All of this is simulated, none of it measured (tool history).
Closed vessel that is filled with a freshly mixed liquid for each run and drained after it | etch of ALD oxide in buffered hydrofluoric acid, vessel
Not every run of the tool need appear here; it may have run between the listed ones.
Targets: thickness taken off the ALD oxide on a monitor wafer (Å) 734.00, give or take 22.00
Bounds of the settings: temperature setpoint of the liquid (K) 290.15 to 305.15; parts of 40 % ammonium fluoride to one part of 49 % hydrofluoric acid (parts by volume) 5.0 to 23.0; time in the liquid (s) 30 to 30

run  hour  temperature setpoint of the liquid (K)  parts of 40 % ammonium fluoride to one part of 49 % hydrofluoric acid (parts by volume)  time in the liquid (s)  thickness taken off the ALD oxide on a monitor wafer (Å)
  1   0.0                                  298.15                                                                                     14.0                      30                                                    442.99
  2   4.1                                  296.15                                                                                     14.0                      30                                                    395.59
  3   5.1                                  298.15                                                                                     14.0                      30                                                    441.12
  4  10.2                                  298.15                                                                                     14.0                      30                                                    452.53
  5  17.0                                  298.15                                                                                     14.0                      30                                                    446.04
  6  23.8                                  300.15                                                                                     13.5                      30                                                    512.52
  7  27.0                                  301.65                                                                                     13.0                      30                                                    584.21
  8  30.8                                  302.65                                                                                     13.0                      30                                                    605.82
  9  37.9                                  303.15                                                                                     12.5                      30                                                    651.92
 10  46.2                                  303.65                                                                                     12.5                      30                                                    679.17
 11  55.3                                  303.65                                                                                     12.5                      30                                                    667.69

Of the 4 settings listed for the next run, only one would bring every result within its allowed miss of target. Which one?
  A  64.4                                  301.15                                                                                      9.0                      30                                                         ?
  B  64.4                                  302.65                                                                                     12.0                      30                                                         ?
  C  64.4                                  305.15                                                                                     12.5                      30                                                         ?
  D  64.4                                  302.65                                                                                     10.0                      30                                                         ?

move  thickness taken off the ALD oxide on a monitor wafer (Å)
   A                                                    773.96
   B                                                    656.66
   C                                                    719.07
   D                                                    784.17
A: pushes the last run's worst result past its target
B: misses by more than the last run did
C: in spec on every target
D: pushes the last run's worst result past its target
Correct choice: C, which meets every target
